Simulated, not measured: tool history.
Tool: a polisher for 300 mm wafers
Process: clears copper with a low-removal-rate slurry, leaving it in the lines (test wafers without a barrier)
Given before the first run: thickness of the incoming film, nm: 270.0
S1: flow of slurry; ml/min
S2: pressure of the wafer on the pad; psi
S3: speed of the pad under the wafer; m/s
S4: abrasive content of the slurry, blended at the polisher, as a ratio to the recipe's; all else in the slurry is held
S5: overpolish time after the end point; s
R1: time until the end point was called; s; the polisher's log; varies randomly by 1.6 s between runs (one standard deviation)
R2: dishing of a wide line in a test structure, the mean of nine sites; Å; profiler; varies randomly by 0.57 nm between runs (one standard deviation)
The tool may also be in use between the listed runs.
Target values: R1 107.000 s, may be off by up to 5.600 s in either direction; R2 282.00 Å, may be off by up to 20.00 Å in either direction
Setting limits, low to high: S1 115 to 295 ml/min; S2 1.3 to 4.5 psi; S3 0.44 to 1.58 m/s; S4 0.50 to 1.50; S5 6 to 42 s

| run | hour | S1 | S2 | S3 | S4 | S5 | R1 | R2 |
|---|---|---|---|---|---|---|---|---|
| 1 | 0.0 | 190 | 2.9 | 1.00 | 1.00 | 21 | 79.575 | 405.26 |
| 2 | 7.9 | 190 | 2.8 | 1.00 | 1.00 | 20 | 85.562 | 383.32 |
| 3 | 12.3 | 190 | 2.7 | 1.00 | 1.00 | 19 | 84.546 | 349.93 |
| 4 | 17.6 | 190 | 2.7 | 1.00 | 1.00 | 11 | 84.564 | 236.33 |
| 5 | 25.3 | 190 | 2.9 | 1.00 | 1.00 | 11 | 81.068 | 248.34 |
| 6 | 33.3 | 190 | 2.8 | 1.00 | 1.00 | 12 | 84.926 | 249.95 |
| 7 | 35.8 | 190 | 2.7 | 1.00 | 1.00 | 13 | 86.394 | 268.77 |
| 8 | 41.5 | 190 | 2.6 | 1.00 | 1.00 | 14 | 93.082 | 264.73 |
| 9 | 47.3 | 190 | 2.5 | 1.00 | 1.00 | 15 | 94.990 | 280.80 |
| 10 | 51.3 | 190 | 2.4 | 1.00 | 1.00 | 15 | 101.020 | 274.78 |

Pick the move, out of 5, that brings all results within their allowed miss; only one does.
| A | 55.3 | 160 | 2.0 | 1.10 | 1.10 | 17 | ? | ? |
| B | 55.3 | 150 | 2.4 | 0.90 | 1.15 | 14 | ? | ? |
| C | 55.3 | 200 | 2.2 | 1.06 | 0.85 | 14 | ? | ? |
| D | 55.3 | 170 | 3.3 | 0.80 | 0.95 | 16 | ? | ? |
| E | 55.3 | 200 | 2.3 | 0.96 | 0.95 | 13 | ? | ? |

| move | R1 | R2 |
|---|---|---|
| A | 107.270 | 285.43 |
| B | 108.070 | 244.15 |
| C | 105.620 | 247.99 |
| D | 91.521 | 315.97 |
| E | 107.980 | 229.18 |
A: meets every target
B: brings the result that was furthest off to its target, and leaves another outside
C: brings the result that was furthest off to its target, and leaves another outside
D: moves away from the targets compared with the last run
E: brings the result that was furthest off to its target, and leaves another outside
Correct choice: A, which meets every target
